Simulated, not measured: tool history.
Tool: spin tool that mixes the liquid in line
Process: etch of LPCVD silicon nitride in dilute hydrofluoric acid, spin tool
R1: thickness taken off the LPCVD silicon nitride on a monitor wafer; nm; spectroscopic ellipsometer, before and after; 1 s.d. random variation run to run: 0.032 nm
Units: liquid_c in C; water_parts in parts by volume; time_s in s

Run 1, day 0.000: liquid_c 24.0 C, water_parts 45 parts by volume, time_s 325 s. Result: R1 3.4537 nm.
Run 2, day 0.175: liquid_c 24.0 C, water_parts 45 parts by volume, time_s 345 s. Result: R1 3.6442 nm.
Run 3, day 0.288: liquid_c 24.0 C, water_parts 45 parts by volume, time_s 345 s. Result: R1 3.6346 nm.
Run 4, day 0.462: liquid_c 24.0 C, water_parts 55 parts by volume, time_s 345 s. Result: R1 3.0593 nm.
Run 5, day 0.592: liquid_c 24.0 C, water_parts 45 parts by volume, time_s 345 s. Result: R1 3.7081 nm.
Run 6, day 0.954: liquid_c 22.5 C, water_parts 50 parts by volume, time_s 345 s. Result: R1 3.0049 nm.
Run 7, day 1.171: liquid_c 21.5 C, water_parts 50 parts by volume, time_s 345 s. Result: R1 2.8511 nm.
Run 8, day 1.342: liquid_c 20.5 C, water_parts 50 parts by volume, time_s 345 s. Result: R1 2.6477 nm.
Run 9, day 1.438: liquid_c 20.0 C, water_parts 50 parts by volume, time_s 345 s. Result: R1 2.5115 nm.
Run 10, day 1.546: liquid_c 19.5 C, water_parts 50 parts by volume, time_s 345 s. Result: R1 2.4925 nm.

The next listed run, before its measurement:
Run 11, day 1.708: liquid_c 17.0 C, water_parts 60 parts by volume, time_s 340 s. Result: R1 ?.

{"run 11": {"R1": 1.7083}}
